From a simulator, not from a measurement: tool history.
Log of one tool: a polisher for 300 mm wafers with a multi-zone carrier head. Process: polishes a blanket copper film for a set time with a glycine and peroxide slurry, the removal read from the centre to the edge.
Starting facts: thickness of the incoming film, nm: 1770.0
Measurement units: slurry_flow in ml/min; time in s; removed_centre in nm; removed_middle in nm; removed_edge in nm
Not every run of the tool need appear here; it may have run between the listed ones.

run	hour	slurry_flow	centre_zone	middle_zone	edge_zone	time	removed_centre	removed_middle	removed_edge
1	0.0	165	1.00	1.00	1.00	84	300.05	310.27	303.95
2	1.5	200	1.00	1.00	1.00	84	316.01	326.05	308.69
3	2.9	180	1.00	0.95	0.99	74	266.61	269.98	267.16
4	8.0	160	1.02	0.91	1.01	67	236.88	225.00	239.48
5	13.3	150	1.02	0.88	1.01	63	222.68	200.15	228.08
6	14.2	150	1.10	0.88	1.01	63	242.33	203.01	225.81
7	21.9	140	1.07	0.86	0.99	60	221.78	186.58	210.21
8	22.7	130	1.05	0.85	0.98	59	212.04	182.21	201.45

For run 9, what comes out?
9	27.2	130	1.05	0.85	0.98	59	?	?	?

Run 9 produced removed_centre 204.66 nm, removed_middle 178.05 nm, removed_edge 205.63 nm.

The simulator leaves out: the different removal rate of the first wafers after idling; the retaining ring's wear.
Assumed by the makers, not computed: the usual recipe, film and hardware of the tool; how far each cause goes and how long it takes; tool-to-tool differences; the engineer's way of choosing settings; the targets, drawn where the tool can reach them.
